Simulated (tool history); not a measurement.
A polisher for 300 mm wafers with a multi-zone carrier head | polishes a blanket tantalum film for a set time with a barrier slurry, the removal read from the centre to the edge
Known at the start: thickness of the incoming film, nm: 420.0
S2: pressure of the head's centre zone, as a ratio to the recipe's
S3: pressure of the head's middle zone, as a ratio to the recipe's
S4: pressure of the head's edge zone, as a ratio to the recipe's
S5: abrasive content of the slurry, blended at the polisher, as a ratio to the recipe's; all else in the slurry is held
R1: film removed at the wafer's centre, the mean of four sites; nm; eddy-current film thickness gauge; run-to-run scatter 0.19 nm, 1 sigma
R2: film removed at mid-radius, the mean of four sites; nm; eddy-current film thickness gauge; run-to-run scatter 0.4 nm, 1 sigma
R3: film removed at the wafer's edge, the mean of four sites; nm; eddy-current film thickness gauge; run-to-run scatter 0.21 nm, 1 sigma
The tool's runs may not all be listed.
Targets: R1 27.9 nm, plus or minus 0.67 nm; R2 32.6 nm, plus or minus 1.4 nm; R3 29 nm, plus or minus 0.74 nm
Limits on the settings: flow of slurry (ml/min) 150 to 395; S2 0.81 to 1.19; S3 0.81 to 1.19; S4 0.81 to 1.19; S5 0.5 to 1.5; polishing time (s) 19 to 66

run 1 hour=0 | flow_of_slurry_(ml/min)=250 S2=1 S3=1 S4=1 S5=1 polishing_time_(s)=42 | R1=32.683 R2=33.855 R3=33.166
run 2 hour=7.2 | flow_of_slurry_(ml/min)=240 S2=0.98 S3=1 S4=0.96 S5=1 polishing_time_(s)=42 | R1=32.292 R2=33.654 R3=32.984
run 3 hour=8.5 | flow_of_slurry_(ml/min)=240 S2=0.97 S3=1.02 S4=0.94 S5=0.95 polishing_time_(s)=42 | R1=31.954 R2=33.003 R3=31.749
run 4 hour=12.3 | flow_of_slurry_(ml/min)=235 S2=0.94 S3=1.04 S4=0.93 S5=0.9 polishing_time_(s)=42 | R1=30.029 R2=33.871 R3=31.753
run 5 hour=17.8 | flow_of_slurry_(ml/min)=270 S2=0.94 S3=1.04 S4=0.93 S5=0.9 polishing_time_(s)=42 | R1=30.533 R2=34.169 R3=32.007
run 6 hour=24.9 | flow_of_slurry_(ml/min)=270 S2=1 S3=1.04 S4=0.93 S5=0.9 polishing_time_(s)=42 | R1=32.464 R2=34.342 R3=32.152
run 7 hour=29.6 | flow_of_slurry_(ml/min)=260 S2=0.98 S3=1.05 S4=0.91 S5=0.85 polishing_time_(s)=42 | R1=31.67 R2=34.421 R3=30.834
run 8 hour=33.7 | flow_of_slurry_(ml/min)=250 S2=0.96 S3=1.05 S4=0.9 S5=0.85 polishing_time_(s)=42 | R1=31.063 R2=34.568 R3=30.842
run 9 hour=35.1 | flow_of_slurry_(ml/min)=245 S2=0.94 S3=1.04 S4=0.89 S5=0.8 polishing_time_(s)=42 | R1=29.451 R2=33.348 R3=30.529
run 10 hour=42.9 | flow_of_slurry_(ml/min)=235 S2=0.94 S3=1.04 S4=0.88 S5=0.8 polishing_time_(s)=42 | R1=29.786 R2=33.742 R3=30
run 11 hour=46.7 | flow_of_slurry_(ml/min)=230 S2=0.93 S3=1.04 S4=0.88 S5=0.8 polishing_time_(s)=42 | R1=29.329 R2=32.931 R3=30.071
-- hour=47.6 worn pad replaced by a new one
run 12 hour=47.6 | flow_of_slurry_(ml/min)=225 S2=0.92 S3=1.04 S4=0.87 S5=0.8 polishing_time_(s)=42 | R1=32.482 R2=37.226 R3=34.115
run 13 hour=54.3 | flow_of_slurry_(ml/min)=255 S2=0.92 S3=1.04 S4=0.87 S5=0.8 polishing_time_(s)=42 | R1=33.512 R2=37.873 R3=34.022
run 14 hour=63.2 | flow_of_slurry_(ml/min)=240 S2=0.92 S3=1.04 S4=0.87 S5=0.8 polishing_time_(s)=42 | R1=33.024 R2=38.104 R3=33.91
run 15 hour=71.8 | flow_of_slurry_(ml/min)=220 S2=0.92 S3=1.05 S4=0.87 S5=0.8 polishing_time_(s)=42 | R1=32.709 R2=37.134 R3=34.022
run 16 hour=74.7 | flow_of_slurry_(ml/min)=250 S2=0.92 S3=1.03 S4=0.88 S5=0.8 polishing_time_(s)=42 | R1=33.09 R2=36.837 R3=34.387

Which single option among these 5 for the next run brings every result within its allowed miss of target? Just one does.
run A hour=77.6 | flow_of_slurry_(ml/min)=235 S2=0.85 S3=1.02 S4=0.94 S5=0.8 polishing_time_(s)=49 | R1=? R2=? R3=?
run B hour=77.6 | flow_of_slurry_(ml/min)=255 S2=0.88 S3=1.03 S4=0.86 S5=0.8 polishing_time_(s)=38 | R1=? R2=? R3=?
run C hour=77.6 | flow_of_slurry_(ml/min)=215 S2=1.06 S3=1.08 S4=0.9 S5=0.7 polishing_time_(s)=34 | R1=? R2=? R3=?
run D hour=77.6 | flow_of_slurry_(ml/min)=245 S2=1.02 S3=1.04 S4=0.87 S5=0.95 polishing_time_(s)=33 | R1=? R2=? R3=?
run E hour=77.6 | flow_of_slurry_(ml/min)=215 S2=0.98 S3=1.14 S4=1 S5=0.5 polishing_time_(s)=37 | R1=? R2=? R3=?

move=A R1=35.43 R2=41.838 R3=40.67
move=B R1=28.797 R2=33.064 R3=30.519
move=C R1=29.611 R2=29.384 R3=26.759
move=D R1=29.721 R2=29.641 R3=27.328
move=E R1=28.202 R2=31.72 R3=28.949
A: its largest miss is bigger than the last run's
B: moves toward the targets from the last run without getting all of them in spec
C: moves toward the targets from the last run without getting all of them in spec
D: moves toward the targets from the last run without getting all of them in spec
E: all results in spec
E meets every target.

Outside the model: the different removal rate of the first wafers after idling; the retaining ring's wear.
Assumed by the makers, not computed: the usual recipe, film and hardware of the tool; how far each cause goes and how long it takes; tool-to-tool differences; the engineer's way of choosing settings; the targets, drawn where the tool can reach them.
